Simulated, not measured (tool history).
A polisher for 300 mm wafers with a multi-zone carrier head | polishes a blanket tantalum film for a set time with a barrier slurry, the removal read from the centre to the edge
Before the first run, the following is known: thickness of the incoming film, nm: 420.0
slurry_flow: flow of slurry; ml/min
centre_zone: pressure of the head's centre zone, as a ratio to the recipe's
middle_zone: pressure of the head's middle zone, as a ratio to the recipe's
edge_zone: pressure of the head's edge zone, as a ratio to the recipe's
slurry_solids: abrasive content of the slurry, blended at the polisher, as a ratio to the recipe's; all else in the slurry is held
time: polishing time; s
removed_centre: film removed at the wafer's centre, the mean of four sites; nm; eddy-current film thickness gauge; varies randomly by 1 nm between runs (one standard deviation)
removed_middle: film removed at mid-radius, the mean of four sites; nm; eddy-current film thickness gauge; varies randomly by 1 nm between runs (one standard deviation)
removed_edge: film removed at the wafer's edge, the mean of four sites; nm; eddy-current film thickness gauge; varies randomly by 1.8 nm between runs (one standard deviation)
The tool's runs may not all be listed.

Run 1, hour 0.0: slurry_flow 200 ml/min, centre_zone 1.00, middle_zone 1.00, edge_zone 1.00, slurry_solids 1.00, time 51 s. Result: removed_centre 125.68 nm, removed_middle 129.61 nm, removed_edge 123.92 nm.
Run 2, hour 3.3: slurry_flow 165 ml/min, centre_zone 1.00, middle_zone 1.00, edge_zone 1.00, slurry_solids 1.00, time 51 s. Result: removed_centre 121.04 nm, removed_middle 125.10 nm, removed_edge 119.85 nm.
Run 3, hour 4.3: slurry_flow 165 ml/min, centre_zone 1.00, middle_zone 1.00, edge_zone 0.95, slurry_solids 1.00, time 51 s. Result: removed_centre 120.00 nm, removed_middle 124.51 nm, removed_edge 119.30 nm.
Run 4, hour 12.8: slurry_flow 165 ml/min, centre_zone 1.00, middle_zone 0.95, edge_zone 0.95, slurry_solids 1.00, time 51 s. Result: removed_centre 122.23 nm, removed_middle 120.02 nm, removed_edge 120.43 nm.
Run 5, hour 13.6: slurry_flow 165 ml/min, centre_zone 1.05, middle_zone 0.95, edge_zone 0.95, slurry_solids 1.00, time 51 s. Result: removed_centre 126.14 nm, removed_middle 118.92 nm, removed_edge 120.02 nm.
Run 6, hour 14.3: slurry_flow 190 ml/min, centre_zone 1.05, middle_zone 0.93, edge_zone 0.99, slurry_solids 1.05, time 51 s. Result: removed_centre 132.14 nm, removed_middle 119.32 nm, removed_edge 123.56 nm.

Run 7, settings as shown, results not yet in. Your forecast:
Run 7, hour 18.2: slurry_flow 205 ml/min, centre_zone 1.04, middle_zone 0.92, edge_zone 1.02, slurry_solids 1.10, time 51 s. Result: removed_centre ?, removed_middle ?, removed_edge ?.

{"run 7": {"removed_centre": 131.65, "removed_middle": 122.77, "removed_edge": 127.5}}
